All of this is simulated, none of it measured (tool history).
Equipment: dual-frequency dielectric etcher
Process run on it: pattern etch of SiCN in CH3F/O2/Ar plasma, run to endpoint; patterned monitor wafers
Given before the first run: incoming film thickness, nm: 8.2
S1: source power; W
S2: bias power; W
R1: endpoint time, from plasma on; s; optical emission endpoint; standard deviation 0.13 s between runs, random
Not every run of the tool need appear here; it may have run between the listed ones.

Run 1, day 0: S1 500 W, S2 58 W. Result: R1 21.306 s.
Run 2, day 0.033: S1 500 W, S2 64 W. Result: R1 20.412 s.
Run 3, day 0.342: S1 500 W, S2 59 W. Result: R1 20.998 s.
Run 4, day 0.696: S1 470 W, S2 57 W. Result: R1 21.951 s.
Run 5, day 0.954: S1 440 W, S2 56 W. Result: R1 22.447 s.
Run 6, day 1.258: S1 500 W, S2 56 W. Result: R1 21.528 s.
Run 7, day 1.629: S1 470 W, S2 54 W. Result: R1 22.281 s.

Run 8, settings as shown, results not yet in. Your forecast:
Run 8, day 1.758: S1 450 W, S2 53 W. Result: R1 ?.

Run 8 produced R1 22.751 s.

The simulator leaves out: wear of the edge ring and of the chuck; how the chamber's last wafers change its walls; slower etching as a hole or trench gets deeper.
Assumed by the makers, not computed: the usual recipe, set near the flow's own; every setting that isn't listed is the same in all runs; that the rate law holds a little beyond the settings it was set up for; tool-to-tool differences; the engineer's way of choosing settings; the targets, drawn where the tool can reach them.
